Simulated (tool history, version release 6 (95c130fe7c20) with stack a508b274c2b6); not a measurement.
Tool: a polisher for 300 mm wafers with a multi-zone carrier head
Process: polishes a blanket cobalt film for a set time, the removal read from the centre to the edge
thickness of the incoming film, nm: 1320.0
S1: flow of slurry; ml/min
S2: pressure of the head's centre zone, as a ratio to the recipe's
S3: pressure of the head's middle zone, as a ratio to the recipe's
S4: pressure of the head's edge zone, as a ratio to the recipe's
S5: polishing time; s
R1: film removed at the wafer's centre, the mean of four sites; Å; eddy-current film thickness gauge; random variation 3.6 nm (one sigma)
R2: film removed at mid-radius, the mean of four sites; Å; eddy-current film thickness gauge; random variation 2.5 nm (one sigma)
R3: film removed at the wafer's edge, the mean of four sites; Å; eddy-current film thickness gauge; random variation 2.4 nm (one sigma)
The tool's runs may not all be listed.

run    day   S1    S2    S3    S4  S5      R1      R2      R3
  1  0.000  300  1.00  1.00  1.00  61  1819.7  1973.5  2025.7
  2  0.062  300  1.08  1.00  1.00  61  1958.0  2007.1  2026.8
  3  0.288  300  1.08  1.00  1.05  61  1935.6  1994.4  2024.6
  4  0.342  230  1.08  1.00  1.05  61  1896.9  1911.1  2004.1
  5  0.588  235  1.12  0.99  1.05  66  2092.6  2102.9  2174.6
  6  0.754  235  1.09  0.99  1.05  66  2066.0  2071.8  2175.1

Forecast run 7:
  7  0.879  250  1.12  0.96  1.03  70   ?   ?   ?

R1: 2252.5 Å
R2: 2191.9 Å
R3: 2270.0 Å

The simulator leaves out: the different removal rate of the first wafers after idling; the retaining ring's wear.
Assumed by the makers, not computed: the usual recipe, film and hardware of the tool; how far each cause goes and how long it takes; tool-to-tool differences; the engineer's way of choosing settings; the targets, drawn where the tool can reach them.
